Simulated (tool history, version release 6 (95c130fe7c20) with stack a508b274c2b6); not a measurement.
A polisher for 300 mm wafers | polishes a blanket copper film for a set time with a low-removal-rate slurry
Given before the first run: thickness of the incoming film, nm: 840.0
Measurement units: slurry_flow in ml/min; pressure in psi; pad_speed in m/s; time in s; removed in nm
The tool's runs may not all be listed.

Run 1, hour 0.0: slurry_flow 155 ml/min, pressure 3.2 psi, pad_speed 1.42 m/s, slurry_solids 1.0, time 91 s. Result: removed 336.86 nm.
Run 2, hour 1.5: slurry_flow 155 ml/min, pressure 3.2 psi, pad_speed 1.42 m/s, slurry_solids 0.9, time 91 s. Result: removed 335.48 nm.
Run 3, hour 3.3: slurry_flow 130 ml/min, pressure 3.2 psi, pad_speed 1.42 m/s, slurry_solids 0.9, time 91 s. Result: removed 326.71 nm.
Run 4, hour 7.9: slurry_flow 140 ml/min, pressure 3.4 psi, pad_speed 1.42 m/s, slurry_solids 0.9, time 91 s. Result: removed 347.67 nm.
Run 5, hour 12.8: slurry_flow 150 ml/min, pressure 3.6 psi, pad_speed 1.42 m/s, slurry_solids 0.9, time 91 s. Result: removed 373.97 nm.
Run 6, hour 17.1: slurry_flow 150 ml/min, pressure 3.1 psi, pad_speed 1.42 m/s, slurry_solids 0.9, time 91 s. Result: removed 322.57 nm.
Run 7, hour 23.7: slurry_flow 195 ml/min, pressure 4.0 psi, pad_speed 1.44 m/s, slurry_solids 0.9, time 91 s. Result: removed 432.96 nm.
Run 8, hour 28.6: slurry_flow 195 ml/min, pressure 4.1 psi, pad_speed 1.44 m/s, slurry_solids 0.9, time 91 s. Result: removed 447.11 nm.
Run 9, hour 37.2: slurry_flow 195 ml/min, pressure 4.2 psi, pad_speed 1.44 m/s, slurry_solids 0.9, time 91 s. Result: removed 455.37 nm.
Run 10, hour 38.8: slurry_flow 195 ml/min, pressure 4.3 psi, pad_speed 1.44 m/s, slurry_solids 0.9, time 91 s. Result: removed 463.48 nm.

Predict the results of run 11:
Run 11, hour 41.5: slurry_flow 200 ml/min, pressure 4.4 psi, pad_speed 1.44 m/s, slurry_solids 0.9, time 91 s. Result: removed ?.

Run 11 yielded removed 478.95 nm.
